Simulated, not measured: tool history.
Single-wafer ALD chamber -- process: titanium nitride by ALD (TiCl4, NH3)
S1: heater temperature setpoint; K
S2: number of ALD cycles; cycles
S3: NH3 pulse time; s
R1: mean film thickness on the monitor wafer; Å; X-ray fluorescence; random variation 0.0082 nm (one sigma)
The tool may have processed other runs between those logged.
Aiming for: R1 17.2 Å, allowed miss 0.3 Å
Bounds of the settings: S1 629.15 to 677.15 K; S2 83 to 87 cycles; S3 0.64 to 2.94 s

| run | hour | S1 | S2 | S3 | R1 |
|---|---|---|---|---|---|
| 1 | 0 | 653.15 | 87 | 1.79 | 20.102 |
| 2 | 5.2 | 650.15 | 87 | 1.65 | 19.987 |
| 3 | 6.9 | 647.15 | 87 | 1.53 | 19.544 |
| 4 | 14.2 | 645.15 | 87 | 1.43 | 19.343 |
| 5 | 19.2 | 643.15 | 87 | 1.34 | 18.883 |
| 6 | 24.4 | 642.15 | 87 | 1.31 | 18.837 |
| 7 | 27.9 | 641.15 | 87 | 1.28 | 18.573 |
| 8 | 33.1 | 640.15 | 87 | 1.28 | 18.518 |
| 9 | 41.7 | 639.15 | 87 | 1.28 | 18.534 |
| 10 | 49.9 | 638.15 | 87 | 1.27 | 18.482 |
| 11 | 54.6 | 637.15 | 87 | 1.25 | 18.371 |
| 12 | 55.9 | 636.15 | 87 | 1.24 | 18.17 |
| 13 | 56.5 | 635.15 | 87 | 1.24 | 18.082 |
| 14 | 64.2 | 634.15 | 87 | 1.24 | 18.127 |

Which of these 5 next moves meets every target?
| A | 71.9 | 630.15 | 85 | 1.08 | ? |
| B | 71.9 | 642.15 | 84 | 1.44 | ? |
| C | 71.9 | 639.15 | 83 | 1.63 | ? |
| D | 71.9 | 637.15 | 87 | 1.17 | ? |
| E | 71.9 | 629.15 | 85 | 1.21 | ? |

| move | R1 |
|---|---|
| A | 16.662 |
| B | 18.454 |
| C | 18.416 |
| D | 18.026 |
| E | 17.198 |
A: takes the biggest miss from the last run beyond its target
B: further off than the last run
C: further off than the last run
D: gains on the last run, yet a result remains outside its allowed miss
E: hits every target within its allowed miss
So the answer is move E, the one that meets all the targets.

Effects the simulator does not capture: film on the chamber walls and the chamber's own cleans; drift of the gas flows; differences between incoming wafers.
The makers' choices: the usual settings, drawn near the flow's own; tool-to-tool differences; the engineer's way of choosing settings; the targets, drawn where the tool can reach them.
